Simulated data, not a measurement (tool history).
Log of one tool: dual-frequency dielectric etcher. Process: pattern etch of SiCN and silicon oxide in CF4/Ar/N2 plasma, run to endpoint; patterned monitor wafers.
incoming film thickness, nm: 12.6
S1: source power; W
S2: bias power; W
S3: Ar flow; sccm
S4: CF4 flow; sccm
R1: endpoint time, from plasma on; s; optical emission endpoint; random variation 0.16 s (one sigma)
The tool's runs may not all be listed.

| run | hour | S1 | S2 | S3 | S4 | R1 |
|---|---|---|---|---|---|---|
| 1 | 0 | 350 | 91 | 107 | 82 | 15.983 |
| 2 | 6.4 | 350 | 91 | 96 | 82 | 15.988 |
| 3 | 9.1 | 350 | 91 | 96 | 68 | 16.391 |
| 4 | 10.8 | 350 | 91 | 96 | 63 | 16.22 |
| 5 | 12.3 | 340 | 91 | 96 | 63 | 16.78 |
| 6 | 19.5 | 340 | 84 | 96 | 63 | 16.991 |
| 7 | 28.3 | 330 | 84 | 96 | 63 | 17.315 |
| 8 | 34.4 | 320 | 83 | 96 | 63 | 17.746 |

Forecast run 9:
| 9 | 35.5 | 310 | 83 | 96 | 63 | ? |

R1: 18.508 s

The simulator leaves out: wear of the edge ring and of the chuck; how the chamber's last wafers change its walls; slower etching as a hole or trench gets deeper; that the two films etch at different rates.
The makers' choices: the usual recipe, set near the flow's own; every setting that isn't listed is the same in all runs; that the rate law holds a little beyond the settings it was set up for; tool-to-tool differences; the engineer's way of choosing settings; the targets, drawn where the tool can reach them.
